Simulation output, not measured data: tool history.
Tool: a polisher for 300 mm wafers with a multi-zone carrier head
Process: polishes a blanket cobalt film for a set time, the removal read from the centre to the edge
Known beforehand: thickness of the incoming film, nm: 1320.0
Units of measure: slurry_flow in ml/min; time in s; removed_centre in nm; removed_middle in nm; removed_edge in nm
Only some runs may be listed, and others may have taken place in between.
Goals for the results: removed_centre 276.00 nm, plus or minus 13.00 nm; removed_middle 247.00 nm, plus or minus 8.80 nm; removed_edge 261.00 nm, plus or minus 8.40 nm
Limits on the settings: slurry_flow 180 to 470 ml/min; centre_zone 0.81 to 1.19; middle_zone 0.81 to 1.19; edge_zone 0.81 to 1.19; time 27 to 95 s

{"run": 1, "day": 0.0, "slurry_flow": 300, "centre_zone": 1.0, "middle_zone": 1.0, "edge_zone": 1.0, "time": 61, "removed_centre": 181.97, "removed_middle": 197.35, "removed_edge": 202.57}
{"run": 2, "day": 0.062, "slurry_flow": 300, "centre_zone": 1.08, "middle_zone": 1.0, "edge_zone": 1.0, "time": 61, "removed_centre": 195.8, "removed_middle": 200.71, "removed_edge": 202.68}
{"run": 3, "day": 0.288, "slurry_flow": 300, "centre_zone": 1.08, "middle_zone": 1.0, "edge_zone": 1.05, "time": 61, "removed_centre": 193.56, "removed_middle": 199.44, "removed_edge": 202.46}
{"run": 4, "day": 0.342, "slurry_flow": 230, "centre_zone": 1.08, "middle_zone": 1.0, "edge_zone": 1.05, "time": 61, "removed_centre": 189.69, "removed_middle": 191.11, "removed_edge": 200.41}
{"run": 5, "day": 0.588, "slurry_flow": 235, "centre_zone": 1.12, "middle_zone": 0.99, "edge_zone": 1.05, "time": 66, "removed_centre": 209.26, "removed_middle": 210.29, "removed_edge": 217.46}
{"run": 6, "day": 0.754, "slurry_flow": 235, "centre_zone": 1.09, "middle_zone": 0.99, "edge_zone": 1.05, "time": 66, "removed_centre": 206.6, "removed_middle": 207.18, "removed_edge": 217.51}
{"run": 7, "day": 0.879, "slurry_flow": 250, "centre_zone": 1.12, "middle_zone": 0.96, "edge_zone": 1.03, "time": 70, "removed_centre": 225.25, "removed_middle": 219.19, "removed_edge": 227.0}
{"run": 8, "day": 1.004, "slurry_flow": 260, "centre_zone": 1.14, "middle_zone": 0.94, "edge_zone": 1.04, "time": 73, "removed_centre": 238.3, "removed_middle": 221.32, "removed_edge": 242.16}
{"run": 9, "day": 1.217, "slurry_flow": 275, "centre_zone": 1.16, "middle_zone": 0.94, "edge_zone": 1.02, "time": 75, "removed_centre": 245.79, "removed_middle": 230.3, "removed_edge": 246.7}
{"run": 10, "day": 1.383, "slurry_flow": 275, "centre_zone": 1.17, "middle_zone": 0.93, "edge_zone": 0.99, "time": 77, "removed_centre": 260.69, "removed_middle": 236.62, "removed_edge": 250.63}

Below are 4 possible settings for the next run. Only one of them brings all results inside the allowed miss of their targets. Which is it?
{"run": "A", "day": 1.55, "slurry_flow": 285, "centre_zone": 1.19, "middle_zone": 0.9, "edge_zone": 0.85, "time": 81, "removed_centre": "?", "removed_middle": "?", "removed_edge": "?"}
{"run": "B", "day": 1.55, "slurry_flow": 275, "centre_zone": 1.19, "middle_zone": 0.92, "edge_zone": 0.95, "time": 81, "removed_centre": "?", "removed_middle": "?", "removed_edge": "?"}
{"run": "C", "day": 1.55, "slurry_flow": 290, "centre_zone": 1.19, "middle_zone": 0.99, "edge_zone": 0.92, "time": 72, "removed_centre": "?", "removed_middle": "?", "removed_edge": "?"}
{"run": "D", "day": 1.55, "slurry_flow": 275, "centre_zone": 1.19, "middle_zone": 0.84, "edge_zone": 0.96, "time": 81, "removed_centre": "?", "removed_middle": "?", "removed_edge": "?"}

move=A removed_centre=280.00 removed_middle=241.03 removed_edge=245.46
move=B removed_centre=278.76 removed_middle=244.43 removed_edge=257.42
move=C removed_centre=249.58 removed_middle=232.46 removed_edge=226.25
move=D removed_centre=278.60 removed_middle=226.72 removed_edge=258.98
A: lands further from the targets than the last run did
B: all results in spec
C: lands further from the targets than the last run did
D: puts the biggest miss on target and leaves a different result outside tolerance
B is the move that brings every result within its allowed miss.
